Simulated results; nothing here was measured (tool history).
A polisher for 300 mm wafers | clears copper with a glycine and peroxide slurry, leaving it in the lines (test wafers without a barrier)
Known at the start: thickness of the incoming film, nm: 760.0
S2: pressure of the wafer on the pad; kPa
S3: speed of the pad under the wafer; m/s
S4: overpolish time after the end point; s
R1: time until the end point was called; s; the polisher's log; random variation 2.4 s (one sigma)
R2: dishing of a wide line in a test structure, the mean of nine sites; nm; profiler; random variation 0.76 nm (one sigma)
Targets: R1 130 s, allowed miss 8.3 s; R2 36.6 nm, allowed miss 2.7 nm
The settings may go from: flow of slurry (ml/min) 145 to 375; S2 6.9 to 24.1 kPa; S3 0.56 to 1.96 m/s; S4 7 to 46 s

{"run": 1, "day": 0.0, "flow of slurry (ml/min)": 240, "S2": 15.2, "S3": 1.26, "S4": 24, "R1": 132.97, "R2": 62.315}
{"run": 2, "day": 0.254, "flow of slurry (ml/min)": 240, "S2": 15.2, "S3": 1.26, "S4": 34, "R1": 133.27, "R2": 76.633}
{"run": 3, "day": 0.504, "flow of slurry (ml/min)": 240, "S2": 15.2, "S3": 1.02, "S4": 34, "R1": 148.4, "R2": 74.155}
{"run": 4, "day": 0.538, "flow of slurry (ml/min)": 240, "S2": 14.5, "S3": 1.12, "S4": 31, "R1": 142.09, "R2": 69.46}
{"run": 5, "day": 0.829, "flow of slurry (ml/min)": 240, "S2": 14.5, "S3": 1.12, "S4": 37, "R1": 151.89, "R2": 77.363}
{"run": 6, "day": 1.008, "flow of slurry (ml/min)": 270, "S2": 14.5, "S3": 1.12, "S4": 37, "R1": 140.32, "R2": 78.992}
{"run": 7, "day": 1.25, "flow of slurry (ml/min)": 280, "S2": 13.8, "S3": 1.16, "S4": 34, "R1": 143.53, "R2": 73.891}
{"run": 8, "day": 1.417, "flow of slurry (ml/min)": 210, "S2": 17.9, "S3": 1.1, "S4": 23, "R1": 128.05, "R2": 64.122}
{"run": 9, "day": 1.521, "flow of slurry (ml/min)": 220, "S2": 16.5, "S3": 1.18, "S4": 21, "R1": 130.45, "R2": 60.456}
{"run": 10, "day": 1.675, "flow of slurry (ml/min)": 230, "S2": 15.9, "S3": 1.26, "S4": 20, "R1": 128.73, "R2": 57.328}
{"run": 11, "day": 1.858, "flow of slurry (ml/min)": 235, "S2": 15.2, "S3": 1.32, "S4": 19, "R1": 126.41, "R2": 54.841}
{"run": 12, "day": 2.208, "flow of slurry (ml/min)": 235, "S2": 14.5, "S3": 1.34, "S4": 18, "R1": 130.79, "R2": 52.758}
{"run": 13, "day": 2.338, "flow of slurry (ml/min)": 235, "S2": 13.8, "S3": 1.38, "S4": 17, "R1": 136.37, "R2": 50.703}
{"run": 14, "day": 2.396, "flow of slurry (ml/min)": 245, "S2": 13.1, "S3": 1.42, "S4": 16, "R1": 138.24, "R2": 46.985}
{"run": 15, "day": 2.642, "flow of slurry (ml/min)": 250, "S2": 13.1, "S3": 1.44, "S4": 15, "R1": 134.5, "R2": 45.052}
{"run": 16, "day": 2.712, "flow of slurry (ml/min)": 250, "S2": 13.1, "S3": 1.44, "S4": 15, "R1": 135.17, "R2": 44.247}
{"run": 17, "day": 2.858, "flow of slurry (ml/min)": 250, "S2": 13.1, "S3": 1.44, "S4": 15, "R1": 143.12, "R2": 45.118}
{"run": 18, "day": 3.108, "flow of slurry (ml/min)": 255, "S2": 13.1, "S3": 1.48, "S4": 14, "R1": 129.52, "R2": 44.084}
{"run": 19, "day": 3.4, "flow of slurry (ml/min)": 260, "S2": 13.1, "S3": 1.48, "S4": 14, "R1": 133.89, "R2": 44.267}
{"run": 20, "day": 3.525, "flow of slurry (ml/min)": 260, "S2": 13.1, "S3": 1.5, "S4": 13, "R1": 133.38, "R2": 40.848}
{"run": 21, "day": 3.696, "flow of slurry (ml/min)": 260, "S2": 13.1, "S3": 1.5, "S4": 13, "R1": 128.78, "R2": 40.781}
{"day": 3.888, "done": "slurry nozzle cleaned"}
{"run": 22, "day": 3.888, "flow of slurry (ml/min)": 275, "S2": 13.1, "S3": 1.5, "S4": 12, "R1": 125.18, "R2": 39.925}

Which of these 5 next moves meets every target?
{"run": "A", "day": 4.079, "flow of slurry (ml/min)": 360, "S2": 11.7, "S3": 1.38, "S4": 16, "R1": "?", "R2": "?"}
{"run": "B", "day": 4.079, "flow of slurry (ml/min)": 255, "S2": 16.5, "S3": 1.14, "S4": 15, "R1": "?", "R2": "?"}
{"run": "C", "day": 4.079, "flow of slurry (ml/min)": 225, "S2": 9, "S3": 1.8, "S4": 13, "R1": "?", "R2": "?"}
{"run": "D", "day": 4.079, "flow of slurry (ml/min)": 275, "S2": 13.1, "S3": 1.5, "S4": 11, "R1": "?", "R2": "?"}
{"run": "E", "day": 4.079, "flow of slurry (ml/min)": 240, "S2": 11, "S3": 1.32, "S4": 13, "R1": "?", "R2": "?"}

move=A R1=145.59 R2=46.131
move=B R1=128.59 R2=48.98
move=C R1=157.75 R2=36.381
move=D R1=131.03 R2=37.482
move=E R1=161.06 R2=36.276
A: further off than the last run
B: further off than the last run
C: brings the result that was furthest off to its target, and leaves another outside
D: meets every target
E: brings the result that was furthest off to its target, and leaves another outside
Move D is the one to make.
